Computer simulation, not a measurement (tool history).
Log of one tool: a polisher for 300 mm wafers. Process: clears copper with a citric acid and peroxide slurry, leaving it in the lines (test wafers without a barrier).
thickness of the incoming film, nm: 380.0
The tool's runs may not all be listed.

run    day  flow of slurry (ml/min)  pressure of the wafer on the pad (kPa)  speed of the pad under the wafer (m/s)  abrasive content of the slurry  overpolish time after the end point (s)  time until the end point was called (s)  dishing of a wide line in a test structure (angstrom)
  1  0.000                      170                                    25.5                                    0.82                             1.0                                       25                                   179.56                                                 389.04
  2  0.271                      170                                    25.5                                    0.68                             1.0                                       25                                   209.06                                                 337.18
  3  0.646                      170                                    25.5                                    0.68                             0.9                                       25                                   214.55                                                 329.72
  4  0.983                      170                                    28.3                                    0.68                             0.9                                       25                                   204.07                                                 354.56
  5  1.075                      170                                    29.6                                    0.68                             0.9                                       25                                   199.72                                                 359.94
  6  1.179                      170                                    29.6                                    0.58                             0.9                                       25                                   222.17                                                 321.27
  7  1.392                      170                                    31.0                                    0.60                             0.9                                       26                                   212.44                                                 340.80

Forecast run 8:
  8  1.446                      170                                    32.4                                    0.62                             0.9                                       27                                        ?                                                      ?

Run 8 gave time until the end point was called (s) 195.24, dishing of a wide line in a test structure (angstrom) 394.93.

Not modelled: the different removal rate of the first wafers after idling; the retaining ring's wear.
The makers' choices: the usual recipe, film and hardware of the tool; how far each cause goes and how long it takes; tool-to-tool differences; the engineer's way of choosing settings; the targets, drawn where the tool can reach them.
